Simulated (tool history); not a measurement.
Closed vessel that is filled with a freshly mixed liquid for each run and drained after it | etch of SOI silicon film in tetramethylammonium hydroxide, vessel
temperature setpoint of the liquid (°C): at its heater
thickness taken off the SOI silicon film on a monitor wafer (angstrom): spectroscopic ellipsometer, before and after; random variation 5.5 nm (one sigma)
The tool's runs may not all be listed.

run	hour	temperature setpoint of the liquid (°C)	concentration of hydroxide in the mixed liquid (% by weight)	time in the liquid (s)	thickness taken off the SOI silicon film on a monitor wafer (angstrom)
1	0.0	62.0	9.0	95	4267.4
2	8.2	62.5	9.0	95	4429.4
3	11.3	63.0	9.0	95	4568.1
4	18.7	60.5	9.0	95	3914.2
5	25.4	60.5	10.5	95	3700.3
6	29.1	60.5	10.5	100	3843.1

The next listed run, before its measurement:
7	31.9	61.5	10.5	100	?

thickness taken off the SOI silicon film on a monitor wafer (angstrom): 4111.6
